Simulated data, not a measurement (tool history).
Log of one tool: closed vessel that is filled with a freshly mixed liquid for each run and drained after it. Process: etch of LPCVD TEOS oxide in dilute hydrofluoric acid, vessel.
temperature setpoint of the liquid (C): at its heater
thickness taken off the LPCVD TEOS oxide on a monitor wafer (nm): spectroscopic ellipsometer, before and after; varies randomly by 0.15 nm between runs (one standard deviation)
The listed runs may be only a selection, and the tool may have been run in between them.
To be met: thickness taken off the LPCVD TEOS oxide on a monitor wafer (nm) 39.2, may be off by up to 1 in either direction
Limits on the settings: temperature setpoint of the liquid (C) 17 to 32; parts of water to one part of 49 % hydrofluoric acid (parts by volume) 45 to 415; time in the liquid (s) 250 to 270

run,hour,temperature setpoint of the liquid (C),parts of water to one part of 49 % hydrofluoric acid (parts by volume),time in the liquid (s),thickness taken off the LPCVD TEOS oxide on a monitor wafer (nm)
1,0,24,230,250,32.823
2,6.1,24.5,230,250,33.106
3,7.9,22.5,230,250,30.817
4,11,23.5,230,250,32.078
5,14.2,24.5,230,250,33.435
6,17.3,22,230,250,30.239
7,23.2,23,230,250,31.204
8,28.8,23,230,250,31.555
9,36.2,24,230,250,32.748
10,39.1,24.5,230,250,33.011
11,45.4,25,230,250,33.881
# hour 50.5: thermometer replaced
12,50.5,25.5,230,250,36.654
13,54.2,26,230,250,37.365

Which one of the following 5 next-run settings gets every result inside its allowed miss? There is exactly one.
A,57.9,25,230,270,?
B,57.9,24,230,250,?
C,57.9,26.5,240,250,?
D,57.9,26,245,270,?
E,57.9,26.5,255,260,?

move,thickness taken off the LPCVD TEOS oxide on a monitor wafer (nm)
A,39.028
B,34.858
C,36.13
D,37.358
E,34.797
A: meets every target
B: misses by more than the last run did
C: misses by more than the last run did
D: no nearer and no further than the last run
E: misses by more than the last run did
Answer: A

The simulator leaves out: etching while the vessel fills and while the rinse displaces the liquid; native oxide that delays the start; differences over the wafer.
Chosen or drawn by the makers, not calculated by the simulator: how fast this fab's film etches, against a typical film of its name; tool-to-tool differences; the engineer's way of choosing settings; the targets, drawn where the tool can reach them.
